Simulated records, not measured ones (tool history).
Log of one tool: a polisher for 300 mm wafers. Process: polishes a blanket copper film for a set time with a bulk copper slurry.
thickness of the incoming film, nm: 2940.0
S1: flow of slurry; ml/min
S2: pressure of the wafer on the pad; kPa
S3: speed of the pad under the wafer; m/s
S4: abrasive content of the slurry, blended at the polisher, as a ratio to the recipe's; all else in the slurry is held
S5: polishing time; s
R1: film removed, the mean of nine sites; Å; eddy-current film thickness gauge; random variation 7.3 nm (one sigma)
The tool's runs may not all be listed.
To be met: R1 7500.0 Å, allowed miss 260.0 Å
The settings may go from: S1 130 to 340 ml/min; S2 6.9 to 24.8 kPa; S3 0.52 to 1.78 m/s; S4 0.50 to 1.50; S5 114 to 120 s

run    day   S1    S2    S3    S4   S5       R1
  1  0.000  220  15.9  1.14  1.00  114  10794.0
  2  0.333  265  15.9  1.14  1.00  114  11270.0
  3  0.438  260  15.2  1.14  1.00  114  10602.0
  4  0.692  255  14.5  1.14  1.00  114  10117.0
  5  1.000  255  14.5  1.14  1.00  114  10031.0
  6  1.338  255  14.5  1.14  1.15  114  10562.0
  7  1.550  250  13.8  1.14  1.15  114   9916.0
  8  1.854  250  13.8  1.14  1.15  114   9837.8
  9  2.038  245   9.7  1.12  1.15  114   7002.3
 10  2.104  250   9.7  1.12  1.15  114   6985.6

Which of these 4 next moves meets every target?
  A  2.171  225  10.3  1.10  1.20  119   ?
  B  2.171  305  11.0  0.80  1.35  118   ?
  C  2.171  245   9.0  1.10  1.05  120   ?
  D  2.171  300   9.7  1.02  1.05  120   ?

move      R1
   A  7663.1
   B  6288.9
   C  6582.8
   D  6682.9
A: meets every target
B: further off than the last run
C: further off than the last run
D: further off than the last run
Move A is the one to make.

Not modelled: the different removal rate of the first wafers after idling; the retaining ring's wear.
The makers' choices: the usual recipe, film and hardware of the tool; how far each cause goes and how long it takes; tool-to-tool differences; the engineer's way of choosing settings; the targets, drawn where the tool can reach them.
